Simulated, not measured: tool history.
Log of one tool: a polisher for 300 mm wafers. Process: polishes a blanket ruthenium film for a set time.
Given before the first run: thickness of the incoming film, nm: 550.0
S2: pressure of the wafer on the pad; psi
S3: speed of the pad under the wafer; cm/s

Run 1, hour 0: flow of slurry (ml/min) 310, S2 1.8 psi, S3 116 cm/s, polishing time (s) 30. Result: film removed (angstrom) 269.34.
Run 2, hour 5.5: flow of slurry (ml/min) 310, S2 1.9 psi, S3 116 cm/s, polishing time (s) 30. Result: film removed (angstrom) 283.94.
Run 3, hour 14.3: flow of slurry (ml/min) 310, S2 1.9 psi, S3 90 cm/s, polishing time (s) 30. Result: film removed (angstrom) 219.83.
Run 4, hour 22.1: flow of slurry (ml/min) 310, S2 1.9 psi, S3 90 cm/s, polishing time (s) 27. Result: film removed (angstrom) 202.73.
Run 5, hour 24.2: flow of slurry (ml/min) 310, S2 1.9 psi, S3 106 cm/s, polishing time (s) 27. Result: film removed (angstrom) 236.22.
Run 6, hour 26.9: flow of slurry (ml/min) 310, S2 1.7 psi, S3 106 cm/s, polishing time (s) 27. Result: film removed (angstrom) 215.8.
Run 7, hour 28.8: flow of slurry (ml/min) 310, S2 1.9 psi, S3 108 cm/s, polishing time (s) 27. Result: film removed (angstrom) 244.97.

The next listed run, before its measurement:
Run 8, hour 34.8: flow of slurry (ml/min) 310, S2 2.1 psi, S3 110 cm/s, polishing time (s) 27. Result: film removed (angstrom) ?.

Run 8 measured film removed (angstrom) 271.17.
